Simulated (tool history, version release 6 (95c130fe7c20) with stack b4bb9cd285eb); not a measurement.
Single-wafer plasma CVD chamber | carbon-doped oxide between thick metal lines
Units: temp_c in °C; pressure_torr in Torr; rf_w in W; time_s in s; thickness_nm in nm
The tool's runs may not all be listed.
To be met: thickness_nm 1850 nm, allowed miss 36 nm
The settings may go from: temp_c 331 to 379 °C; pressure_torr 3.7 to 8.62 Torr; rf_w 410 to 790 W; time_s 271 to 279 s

run 1 day=0 | temp_c=355 pressure_torr=6.16 rf_w=600 time_s=271 | thickness_nm=1578.7
run 2 day=0.292 | temp_c=353 pressure_torr=6.45 rf_w=635 time_s=272 | thickness_nm=1678.8
run 3 day=0.462 | temp_c=350 pressure_torr=6.81 rf_w=645 time_s=272 | thickness_nm=1689
run 4 day=0.55 | temp_c=350 pressure_torr=6.82 rf_w=670 time_s=273 | thickness_nm=1751.8
run 5 day=0.679 | temp_c=350 pressure_torr=6.82 rf_w=670 time_s=271 | thickness_nm=1740.6
run 6 day=0.921 | temp_c=344 pressure_torr=6.82 rf_w=670 time_s=271 | thickness_nm=1780.3
run 7 day=1.2 | temp_c=342 pressure_torr=6.85 rf_w=675 time_s=271 | thickness_nm=1789.3
run 8 day=1.408 | temp_c=341 pressure_torr=6.9 rf_w=680 time_s=271 | thickness_nm=1814
run 9 day=1.575 | temp_c=340 pressure_torr=6.92 rf_w=680 time_s=271 | thickness_nm=1796.8

4 next moves are on the table. One of them brings every result within its allowed miss. Which?
run A day=1.742 | temp_c=335 pressure_torr=6.23 rf_w=715 time_s=271 | thickness_nm=?
run B day=1.742 | temp_c=342 pressure_torr=7.29 rf_w=655 time_s=271 | thickness_nm=?
run C day=1.742 | temp_c=331 pressure_torr=7.2 rf_w=605 time_s=276 | thickness_nm=?
run D day=1.742 | temp_c=346 pressure_torr=6.62 rf_w=670 time_s=271 | thickness_nm=?

move=A thickness_nm=1855.4
move=B thickness_nm=1752.8
move=C thickness_nm=1742.7
move=D thickness_nm=1744.9
A: meets every target
B: further off than the last run
C: further off than the last run
D: further off than the last run
Move A is the one to make.
